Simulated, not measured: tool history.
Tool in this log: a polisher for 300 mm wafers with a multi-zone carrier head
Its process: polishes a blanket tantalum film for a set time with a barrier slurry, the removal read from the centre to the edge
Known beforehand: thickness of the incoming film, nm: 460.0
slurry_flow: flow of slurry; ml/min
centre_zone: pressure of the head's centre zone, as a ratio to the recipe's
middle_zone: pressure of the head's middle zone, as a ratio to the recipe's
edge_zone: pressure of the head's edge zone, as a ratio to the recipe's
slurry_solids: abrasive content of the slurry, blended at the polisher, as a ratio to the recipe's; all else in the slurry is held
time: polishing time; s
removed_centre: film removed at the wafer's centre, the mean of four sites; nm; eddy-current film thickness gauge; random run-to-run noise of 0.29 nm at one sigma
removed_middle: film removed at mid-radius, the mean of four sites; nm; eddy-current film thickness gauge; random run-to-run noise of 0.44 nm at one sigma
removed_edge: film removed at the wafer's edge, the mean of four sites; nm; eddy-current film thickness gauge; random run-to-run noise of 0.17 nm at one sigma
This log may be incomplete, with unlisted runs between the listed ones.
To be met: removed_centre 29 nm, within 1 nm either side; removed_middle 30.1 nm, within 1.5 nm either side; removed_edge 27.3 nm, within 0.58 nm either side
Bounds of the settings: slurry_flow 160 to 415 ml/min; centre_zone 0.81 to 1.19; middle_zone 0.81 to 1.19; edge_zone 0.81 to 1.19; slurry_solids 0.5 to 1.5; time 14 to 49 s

| run | hour | slurry_flow | centre_zone | middle_zone | edge_zone | slurry_solids | time | removed_centre | removed_middle | removed_edge |
|---|---|---|---|---|---|---|---|---|---|---|
| 1 | 0 | 265 | 1 | 1 | 1 | 1 | 31 | 38.518 | 39.262 | 38.963 |
| 2 | 7.1 | 260 | 1 | 1 | 0.95 | 0.85 | 30 | 36.536 | 36.744 | 35.606 |
| 3 | 14.5 | 255 | 0.99 | 1.01 | 0.91 | 0.75 | 29 | 33.384 | 34.657 | 32.272 |
| 4 | 19.9 | 220 | 0.99 | 1.01 | 0.91 | 0.75 | 29 | 32.635 | 33.34 | 31.808 |
| 5 | 28.3 | 220 | 0.99 | 1.08 | 0.91 | 0.75 | 29 | 32.85 | 35.256 | 31.537 |
| 6 | 34.1 | 205 | 0.99 | 1.06 | 0.88 | 0.65 | 29 | 30.606 | 34.125 | 29.886 |
| 7 | 39.4 | 200 | 1 | 1.03 | 0.86 | 0.6 | 29 | 30.311 | 32.492 | 29.049 |
| 8 | 40.5 | 185 | 1 | 0.99 | 0.81 | 0.5 | 29 | 28.692 | 28.471 | 26.454 |

Below are 5 possible settings for the next run. Only one of them brings all results inside the allowed miss of their targets. Which is it?
| A | 41.6 | 210 | 1.06 | 1.01 | 0.81 | 0.55 | 27 | ? | ? | ? |
| B | 41.6 | 160 | 0.98 | 1.02 | 0.81 | 0.6 | 29 | ? | ? | ? |
| C | 41.6 | 160 | 0.93 | 1.02 | 0.87 | 0.5 | 30 | ? | ? | ? |
| D | 41.6 | 160 | 0.96 | 0.88 | 0.89 | 0.5 | 30 | ? | ? | ? |
| E | 41.6 | 225 | 1.07 | 1.09 | 0.81 | 0.55 | 26 | ? | ? | ? |

| move | removed_centre | removed_middle | removed_edge |
|---|---|---|---|
| A | 29.861 | 28.605 | 25.536 |
| B | 28.917 | 30.384 | 27.213 |
| C | 26.925 | 29.83 | 27.572 |
| D | 27.775 | 26.548 | 27.908 |
| E | 29.35 | 29.565 | 24.739 |
A: the biggest miss grows against the last run
B: all results in spec
C: brings the last run's worst result on target, with another outside its allowed miss
D: moves the result that the last run missed by most past its target, out the other side
E: the biggest miss grows against the last run
The right move is B.
